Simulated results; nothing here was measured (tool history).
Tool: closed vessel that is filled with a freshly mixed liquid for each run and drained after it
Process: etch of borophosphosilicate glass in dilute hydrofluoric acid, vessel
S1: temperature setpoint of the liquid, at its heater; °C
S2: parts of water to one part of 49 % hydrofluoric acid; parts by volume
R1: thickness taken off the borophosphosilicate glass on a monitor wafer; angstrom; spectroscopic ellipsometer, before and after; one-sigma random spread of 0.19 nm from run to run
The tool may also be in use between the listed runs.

run 1 hour=0 | S1=21 S2=45 time_in_the_liquid_(s)=30 | R1=197.69
run 2 hour=5.7 | S1=22.5 S2=45 time_in_the_liquid_(s)=30 | R1=206.96
run 3 hour=9.4 | S1=23.5 S2=45 time_in_the_liquid_(s)=30 | R1=217.2
run 4 hour=17.1 | S1=22 S2=45 time_in_the_liquid_(s)=30 | R1=201.73
-- hour=24.1 thermometer replaced
run 5 hour=24.1 | S1=20.5 S2=45 time_in_the_liquid_(s)=30 | R1=204.3
run 6 hour=25.9 | S1=20.5 S2=45 time_in_the_liquid_(s)=30 | R1=202.17

Run 7 has not been measured yet. What should we expect?
run 7 hour=32.1 | S1=21.5 S2=45 time_in_the_liquid_(s)=30 | R1=?

R1: 212.75 angstrom

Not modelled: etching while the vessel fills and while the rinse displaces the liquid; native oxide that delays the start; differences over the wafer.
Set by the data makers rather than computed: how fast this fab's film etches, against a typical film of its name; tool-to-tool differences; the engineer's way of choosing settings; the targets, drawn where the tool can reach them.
